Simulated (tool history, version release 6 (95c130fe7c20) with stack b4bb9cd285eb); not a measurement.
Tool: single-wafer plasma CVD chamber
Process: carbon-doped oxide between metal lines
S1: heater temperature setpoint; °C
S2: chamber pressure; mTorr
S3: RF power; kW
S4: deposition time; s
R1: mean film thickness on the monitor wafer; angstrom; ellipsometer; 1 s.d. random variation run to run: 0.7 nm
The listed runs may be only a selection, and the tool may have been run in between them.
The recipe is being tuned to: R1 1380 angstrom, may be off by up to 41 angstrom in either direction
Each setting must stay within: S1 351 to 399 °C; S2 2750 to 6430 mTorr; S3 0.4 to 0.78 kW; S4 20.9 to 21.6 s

run	hour	S1	S2	S3	S4	R1
1	0	375	4590	0.59	20.9	1135.7
2	3.8	375	4590	0.53	20.9	1032.7
3	4.9	375	4590	0.53	21.6	1070.6
4	5.7	375	4590	0.45	21.6	884.53
5	13.1	375	4590	0.45	20.9	862.77
6	19.3	375	4590	0.45	20.9	865.63
7	20.3	375	4680	0.515	21.1	1009.5
8	20.9	375	5060	0.55	21.2	1089.4
9	25.8	375	5090	0.585	21.3	1171.1
10	27.5	375	5120	0.61	21.4	1230.7

Below are 4 possible settings for the next run. Only one of them brings all results inside the allowed miss of their targets. Which is it?
A	29.2	376	5180	0.695	21.6	?
B	29.2	378	4130	0.55	20.9	?
C	29.2	365	4470	0.745	21.6	?
D	29.2	383	5590	0.53	20.9	?

move	R1
A	1363.9
B	1048.2
C	1446.1
D	1041.8
A: meets every target
B: moves away from the targets compared with the last run
C: carries the result that was furthest off beyond its target, to the other side
D: moves away from the targets compared with the last run
So the answer is move A, the one that meets all the targets.
